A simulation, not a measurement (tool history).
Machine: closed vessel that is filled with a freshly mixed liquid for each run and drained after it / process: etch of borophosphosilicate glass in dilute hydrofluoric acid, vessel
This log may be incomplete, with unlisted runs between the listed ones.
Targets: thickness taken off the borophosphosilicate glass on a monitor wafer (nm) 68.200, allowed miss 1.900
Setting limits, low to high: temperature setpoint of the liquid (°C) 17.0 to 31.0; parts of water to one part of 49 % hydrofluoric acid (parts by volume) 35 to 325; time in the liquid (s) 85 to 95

run	hour	temperature setpoint of the liquid (°C)	parts of water to one part of 49 % hydrofluoric acid (parts by volume)	time in the liquid (s)	thickness taken off the borophosphosilicate glass on a monitor wafer (nm)
1	0.0	23.0	180	85	22.249
2	1.2	23.5	165	85	25.289
3	8.0	23.5	165	85	25.193
4	9.1	23.5	115	85	37.781
5	16.7	24.0	110	85	40.749
6	20.6	24.5	105	85	44.019
7	24.1	24.5	105	85	43.905
8	26.9	25.0	105	85	44.077
9	33.1	25.5	100	85	48.521
10	40.2	26.0	100	85	49.417
11	46.8	26.5	100	85	50.214
12	53.8	27.0	100	85	51.641
13	57.8	27.5	100	85	51.538
14	61.3	31.0	65	85	96.999
15	66.6	30.5	65	85	94.004
16	72.9	30.0	65	85	92.392
17	76.4	30.0	65	85	93.423
18	78.3	29.5	65	85	89.700
19	79.0	29.0	65	85	90.384
20	82.0	28.5	65	85	86.803
21	88.2	28.0	65	85	85.371
22	92.0	27.5	65	85	83.965
23	97.8	27.0	65	85	82.275

Pick the move, out of 5, that brings all results within their allowed miss; only one does.
A	103.6	25.5	70	90	?
B	103.6	26.5	65	90	?
C	103.6	27.5	65	90	?
D	103.6	27.5	90	90	?
E	103.6	25.0	75	90	?

move	thickness taken off the borophosphosilicate glass on a monitor wafer (nm)
A	76.311
B	86.110
C	89.595
D	62.507
E	69.353
A: nearer the targets than the last run, but a result is still out of spec
B: misses by more than the last run did
C: misses by more than the last run did
D: moves the result that the last run missed by most past its target, out the other side
E: every result within its allowed miss
E meets every target.
